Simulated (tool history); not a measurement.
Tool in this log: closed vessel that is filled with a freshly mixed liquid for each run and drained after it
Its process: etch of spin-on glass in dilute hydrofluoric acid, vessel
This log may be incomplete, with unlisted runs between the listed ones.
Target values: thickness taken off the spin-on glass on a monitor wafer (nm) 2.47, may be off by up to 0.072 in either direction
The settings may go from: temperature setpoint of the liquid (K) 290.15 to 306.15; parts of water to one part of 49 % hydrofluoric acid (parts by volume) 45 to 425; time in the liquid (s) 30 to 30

run  hour  temperature setpoint of the liquid (K)  parts of water to one part of 49 % hydrofluoric acid (parts by volume)  time in the liquid (s)  thickness taken off the spin-on glass on a monitor wafer (nm)
  1     0                                  298.15                                                                     235                      30                                                         3.9533
  2   8.2                                  299.15                                                                     235                      30                                                         4.1392
  3  13.7                                  298.15                                                                     240                      30                                                         3.8065
  4  19.2                                  300.15                                                                     240                      30                                                         4.1151
  5  24.7                                  300.15                                                                     240                      30                                                         4.1518
  6  33.1                                  298.65                                                                     240                      30                                                         3.9504
  7  41.7                                  297.65                                                                     245                      30                                                         3.6913
  8  46.9                                  296.65                                                                     250                      30                                                         3.4747
  9    51                                  295.65                                                                     255                      30                                                         3.2752
 10  54.1                                  295.15                                                                     260                      30                                                         3.1821
 11  59.8                                  295.15                                                                     260                      30                                                         3.1398
 12  67.6                                  294.65                                                                     260                      30                                                         3.0832

Below are 4 possible settings for the next run. Only one of them brings all results inside the allowed miss of their targets. Which is it?
  A  75.4                                  294.15                                                                     215                      30                                                              ?
  B  75.4                                  295.15                                                                     330                      30                                                              ?
  C  75.4                                  292.15                                                                     275                      30                                                              ?
  D  75.4                                  290.15                                                                     270                      30                                                              ?

move  thickness taken off the spin-on glass on a monitor wafer (nm)
   A                                                         3.7925
   B                                                         2.2983
   C                                                         2.5994
   D                                                         2.4648
A: misses by more than the last run did
B: carries the result that was furthest off beyond its target, to the other side
C: moves toward the targets from the last run without getting all of them in spec
D: every result within its allowed miss
The move that meets every target is D.

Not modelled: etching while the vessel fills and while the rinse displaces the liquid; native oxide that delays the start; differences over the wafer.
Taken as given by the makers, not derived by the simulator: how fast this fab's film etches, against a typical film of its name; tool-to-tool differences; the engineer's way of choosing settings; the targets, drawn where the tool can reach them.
